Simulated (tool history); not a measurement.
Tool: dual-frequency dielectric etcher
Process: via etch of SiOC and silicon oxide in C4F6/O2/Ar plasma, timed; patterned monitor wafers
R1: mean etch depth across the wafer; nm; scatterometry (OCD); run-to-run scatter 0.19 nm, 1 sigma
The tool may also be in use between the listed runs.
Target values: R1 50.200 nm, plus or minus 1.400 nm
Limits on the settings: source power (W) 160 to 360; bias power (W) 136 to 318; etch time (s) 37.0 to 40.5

run 1 hour=0.0 | source_power_(W)=260 bias_power_(W)=227 etch_time_(s)=40.5 | R1=42.515
run 2 hour=2.5 | source_power_(W)=260 bias_power_(W)=201 etch_time_(s)=40.5 | R1=40.424
run 3 hour=5.6 | source_power_(W)=280 bias_power_(W)=217 etch_time_(s)=40.5 | R1=42.926
run 4 hour=9.7 | source_power_(W)=280 bias_power_(W)=217 etch_time_(s)=40.5 | R1=42.862
run 5 hour=18.4 | source_power_(W)=300 bias_power_(W)=229 etch_time_(s)=40.5 | R1=44.753
run 6 hour=21.0 | source_power_(W)=260 bias_power_(W)=229 etch_time_(s)=40.5 | R1=42.548
run 7 hour=23.9 | source_power_(W)=310 bias_power_(W)=275 etch_time_(s)=40.5 | R1=48.606
run 8 hour=25.0 | source_power_(W)=310 bias_power_(W)=277 etch_time_(s)=40.5 | R1=48.740

Which one of the following 5 next-run settings gets every result inside its allowed miss? There is exactly one.
run A hour=26.1 | source_power_(W)=330 bias_power_(W)=272 etch_time_(s)=38.5 | R1=?
run B hour=26.1 | source_power_(W)=310 bias_power_(W)=298 etch_time_(s)=40.5 | R1=?
run C hour=26.1 | source_power_(W)=340 bias_power_(W)=268 etch_time_(s)=37.5 | R1=?
run D hour=26.1 | source_power_(W)=310 bias_power_(W)=286 etch_time_(s)=38.0 | R1=?
run E hour=26.1 | source_power_(W)=320 bias_power_(W)=275 etch_time_(s)=38.0 | R1=?

move=A R1=46.588
move=B R1=49.518
move=C R1=45.632
move=D R1=45.771
move=E R1=45.649
A: misses by more than the last run did
B: all results in spec
C: misses by more than the last run did
D: misses by more than the last run did
E: misses by more than the last run did
So the answer is move B, the one that meets all the targets.
